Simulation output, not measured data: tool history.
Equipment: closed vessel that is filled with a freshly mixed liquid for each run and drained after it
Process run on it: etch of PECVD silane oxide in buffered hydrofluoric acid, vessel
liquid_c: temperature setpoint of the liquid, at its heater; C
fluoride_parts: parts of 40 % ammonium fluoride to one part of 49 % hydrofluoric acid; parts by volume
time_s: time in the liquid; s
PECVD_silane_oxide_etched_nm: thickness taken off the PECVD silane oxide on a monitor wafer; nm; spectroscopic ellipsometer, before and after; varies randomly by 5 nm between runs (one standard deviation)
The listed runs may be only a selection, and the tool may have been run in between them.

Run 1, hour 0.0: liquid_c 24.0 C, fluoride_parts 8 parts by volume, time_s 90 s. Result: PECVD_silane_oxide_etched_nm 245.53 nm.
Run 2, hour 5.9: liquid_c 24.0 C, fluoride_parts 8 parts by volume, time_s 100 s. Result: PECVD_silane_oxide_etched_nm 271.85 nm.
Run 3, hour 12.9: liquid_c 24.0 C, fluoride_parts 7 parts by volume, time_s 100 s. Result: PECVD_silane_oxide_etched_nm 313.02 nm.
Run 4, hour 19.3: liquid_c 25.0 C, fluoride_parts 7 parts by volume, time_s 100 s. Result: PECVD_silane_oxide_etched_nm 331.73 nm.
Run 5, hour 25.6: liquid_c 25.0 C, fluoride_parts 8 parts by volume, time_s 100 s. Result: PECVD_silane_oxide_etched_nm 287.05 nm.
At hour 26.2: hydrofluoric acid flow meter replaced.
Run 6, hour 26.2: liquid_c 25.0 C, fluoride_parts 8 parts by volume, time_s 90 s. Result: PECVD_silane_oxide_etched_nm 285.54 nm.
Run 7, hour 29.3: liquid_c 25.5 C, fluoride_parts 8 parts by volume, time_s 90 s. Result: PECVD_silane_oxide_etched_nm 293.76 nm.
Run 8, hour 32.9: liquid_c 26.0 C, fluoride_parts 8 parts by volume, time_s 90 s. Result: PECVD_silane_oxide_etched_nm 301.48 nm.
Run 9, hour 38.0: liquid_c 26.5 C, fluoride_parts 8 parts by volume, time_s 90 s. Result: PECVD_silane_oxide_etched_nm 309.71 nm.
Run 10, hour 45.3: liquid_c 27.0 C, fluoride_parts 8 parts by volume, time_s 90 s. Result: PECVD_silane_oxide_etched_nm 319.36 nm.

Run 11, settings as shown, results not yet in. Your forecast:
Run 11, hour 48.5: liquid_c 27.5 C, fluoride_parts 8 parts by volume, time_s 90 s. Result: PECVD_silane_oxide_etched_nm ?.

Run 11 produced PECVD_silane_oxide_etched_nm 328.90 nm.
